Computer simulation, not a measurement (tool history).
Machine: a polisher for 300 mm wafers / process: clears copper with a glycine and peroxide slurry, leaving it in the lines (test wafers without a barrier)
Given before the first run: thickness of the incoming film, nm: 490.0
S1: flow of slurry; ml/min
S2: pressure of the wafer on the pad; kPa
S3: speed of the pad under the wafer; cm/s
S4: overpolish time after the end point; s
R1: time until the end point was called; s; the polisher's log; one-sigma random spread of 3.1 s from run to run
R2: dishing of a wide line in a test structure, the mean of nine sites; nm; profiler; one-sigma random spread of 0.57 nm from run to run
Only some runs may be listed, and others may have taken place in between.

run 1 hour=0 | S1=310 S2=16.5 S3=108 S4=19 | R1=102.32 R2=42.14
run 2 hour=2.2 | S1=310 S2=15.9 S3=106 S4=20 | R1=105.77 R2=41.476
run 3 hour=8.7 | S1=310 S2=13.8 S3=106 S4=20 | R1=109.7 R2=41.195
run 4 hour=16.5 | S1=255 S2=13.8 S3=106 S4=20 | R1=114.6 R2=40.307
run 5 hour=25.4 | S1=255 S2=15.2 S3=106 S4=20 | R1=109.41 R2=41.58
run 6 hour=28.2 | S1=305 S2=15.2 S3=106 S4=20 | R1=111.44 R2=41.156

Run 7 is up next; what results do you expect?
run 7 hour=29.4 | S1=305 S2=14.5 S3=104 S4=21 | R1=? R2=?

R1: 111.7 s
R2: 42.75 nm

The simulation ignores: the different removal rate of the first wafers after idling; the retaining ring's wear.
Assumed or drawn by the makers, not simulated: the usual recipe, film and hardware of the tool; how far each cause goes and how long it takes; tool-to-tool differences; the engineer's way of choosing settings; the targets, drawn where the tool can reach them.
